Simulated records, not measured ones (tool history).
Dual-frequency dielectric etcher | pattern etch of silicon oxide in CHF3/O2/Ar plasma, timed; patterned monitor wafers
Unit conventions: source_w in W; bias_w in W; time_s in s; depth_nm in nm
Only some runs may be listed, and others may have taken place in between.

run	hour	source_w	bias_w	time_s	depth_nm
1	0.0	520	180	307.5	547.34
2	3.3	580	180	307.5	575.47
3	6.9	530	180	307.5	548.42
4	14.7	500	169	305.0	514.82
5	15.7	470	163	304.0	489.43
6	18.3	520	163	304.0	519.70
7	25.5	490	157	303.0	491.61
8	33.1	490	157	303.0	492.38
9	37.6	460	153	302.5	470.77
10	43.1	440	151	302.0	455.13
11	49.9	440	151	302.0	455.07
12	53.0	420	150	302.0	439.44
13	57.1	410	150	302.0	434.86
14	65.5	400	150	302.0	429.03
15	72.5	390	150	302.0	422.95
16	78.2	380	150	302.0	416.32
17	82.4	380	150	302.0	415.49
18	90.8	370	150	302.0	408.10
19	93.0	320	147	301.5	366.96
20	94.6	330	147	301.5	375.50

Predict the results of run 21:
21	95.8	380	150	302.0	?

depth_nm: 415.39 nm
